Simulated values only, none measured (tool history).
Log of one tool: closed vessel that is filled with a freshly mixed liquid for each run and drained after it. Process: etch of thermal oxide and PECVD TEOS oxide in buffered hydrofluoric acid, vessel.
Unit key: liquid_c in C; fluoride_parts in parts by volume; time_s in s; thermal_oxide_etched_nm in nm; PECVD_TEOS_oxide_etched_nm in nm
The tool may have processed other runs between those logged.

Run 1, hour 0.0: liquid_c 25.0 C, fluoride_parts 8.0 parts by volume, time_s 60 s. Result: thermal_oxide_etched_nm 109.340 nm, PECVD_TEOS_oxide_etched_nm 229.46 nm.
Run 2, hour 7.8: liquid_c 28.5 C, fluoride_parts 8.0 parts by volume, time_s 60 s. Result: thermal_oxide_etched_nm 132.400 nm, PECVD_TEOS_oxide_etched_nm 277.69 nm.
Run 3, hour 11.5: liquid_c 28.5 C, fluoride_parts 7.5 parts by volume, time_s 60 s. Result: thermal_oxide_etched_nm 140.850 nm, PECVD_TEOS_oxide_etched_nm 297.44 nm.
Run 4, hour 18.8: liquid_c 28.5 C, fluoride_parts 9.0 parts by volume, time_s 60 s. Result: thermal_oxide_etched_nm 116.150 nm, PECVD_TEOS_oxide_etched_nm 245.37 nm.
Run 5, hour 26.1: liquid_c 28.5 C, fluoride_parts 10.0 parts by volume, time_s 60 s. Result: thermal_oxide_etched_nm 108.390 nm, PECVD_TEOS_oxide_etched_nm 229.07 nm.
Run 6, hour 31.3: liquid_c 27.0 C, fluoride_parts 10.0 parts by volume, time_s 60 s. Result: thermal_oxide_etched_nm 100.280 nm, PECVD_TEOS_oxide_etched_nm 210.00 nm.
Run 7, hour 32.9: liquid_c 25.5 C, fluoride_parts 10.0 parts by volume, time_s 60 s. Result: thermal_oxide_etched_nm 92.474 nm, PECVD_TEOS_oxide_etched_nm 193.41 nm.
Run 8, hour 38.8: liquid_c 24.5 C, fluoride_parts 10.0 parts by volume, time_s 60 s. Result: thermal_oxide_etched_nm 88.030 nm, PECVD_TEOS_oxide_etched_nm 184.62 nm.

Estimate the outcome of run 9 from the log above:
Run 9, hour 42.3: liquid_c 24.0 C, fluoride_parts 10.0 parts by volume, time_s 60 s. Result: thermal_oxide_etched_nm ?, PECVD_TEOS_oxide_etched_nm ?.

Logged for run 9: thermal_oxide_etched_nm 84.943 nm, PECVD_TEOS_oxide_etched_nm 178.43 nm.

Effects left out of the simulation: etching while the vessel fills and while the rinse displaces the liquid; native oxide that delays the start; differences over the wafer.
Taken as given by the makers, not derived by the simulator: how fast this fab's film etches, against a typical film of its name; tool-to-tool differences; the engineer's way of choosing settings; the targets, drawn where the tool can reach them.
